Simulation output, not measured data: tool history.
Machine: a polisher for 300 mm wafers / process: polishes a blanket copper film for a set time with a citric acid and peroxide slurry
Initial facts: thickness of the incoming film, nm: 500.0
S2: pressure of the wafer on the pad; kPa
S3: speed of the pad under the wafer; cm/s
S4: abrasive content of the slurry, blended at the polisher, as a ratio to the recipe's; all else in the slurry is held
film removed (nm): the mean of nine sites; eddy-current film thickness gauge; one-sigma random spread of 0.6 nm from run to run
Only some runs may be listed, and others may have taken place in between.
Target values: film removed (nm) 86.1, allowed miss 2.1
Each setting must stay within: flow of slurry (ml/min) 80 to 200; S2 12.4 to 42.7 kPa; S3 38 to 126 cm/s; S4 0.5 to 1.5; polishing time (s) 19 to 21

Run 1, day 0: flow of slurry (ml/min) 130, S2 27.6 kPa, S3 82 cm/s, S4 1, polishing time (s) 21. Result: film removed (nm) 48.99.
Run 2, day 0.075: flow of slurry (ml/min) 140, S2 30.3 kPa, S3 82 cm/s, S4 1, polishing time (s) 21. Result: film removed (nm) 54.313.
Run 3, day 0.238: flow of slurry (ml/min) 140, S2 30.3 kPa, S3 82 cm/s, S4 1.1, polishing time (s) 21. Result: film removed (nm) 56.049.
Run 4, day 0.517: flow of slurry (ml/min) 145, S2 32.4 kPa, S3 82 cm/s, S4 1.1, polishing time (s) 21. Result: film removed (nm) 59.815.
Run 5, day 0.721: flow of slurry (ml/min) 130, S2 32.4 kPa, S3 82 cm/s, S4 1.1, polishing time (s) 21. Result: film removed (nm) 58.924.
Run 6, day 0.988: flow of slurry (ml/min) 130, S2 32.4 kPa, S3 98 cm/s, S4 1.1, polishing time (s) 21. Result: film removed (nm) 69.314.
Run 7, day 1.075: flow of slurry (ml/min) 140, S2 33.1 kPa, S3 98 cm/s, S4 1.1, polishing time (s) 21. Result: film removed (nm) 71.522.
Run 8, day 1.167: flow of slurry (ml/min) 145, S2 33.8 kPa, S3 98 cm/s, S4 1.1, polishing time (s) 21. Result: film removed (nm) 73.521.

5 next moves are on the table. One of them brings every result within its allowed miss. Which?
Run A, day 1.258: flow of slurry (ml/min) 140, S2 26.9 kPa, S3 104 cm/s, S4 1.05, polishing time (s) 21. Result: film removed (nm) ?.
Run B, day 1.258: flow of slurry (ml/min) 150, S2 33.8 kPa, S3 114 cm/s, S4 1.15, polishing time (s) 21. Result: film removed (nm) ?.
Run C, day 1.258: flow of slurry (ml/min) 150, S2 32.4 kPa, S3 110 cm/s, S4 1.15, polishing time (s) 21. Result: film removed (nm) ?.
Run D, day 1.258: flow of slurry (ml/min) 155, S2 34.5 kPa, S3 104 cm/s, S4 1.15, polishing time (s) 21. Result: film removed (nm) ?.
Run E, day 1.258: flow of slurry (ml/min) 120, S2 35.9 kPa, S3 110 cm/s, S4 1.3, polishing time (s) 19. Result: film removed (nm) ?.

move  film removed (nm)
   A             61.444
   B             86.887
   C              80.54
   D             81.373
   E              80.27
A: its largest miss is bigger than the last run's
B: each result inside its tolerance
C: nearer the targets than the last run, but a result is still out of spec
D: nearer the targets than the last run, but a result is still out of spec
E: nearer the targets than the last run, but a result is still out of spec
B meets every target.
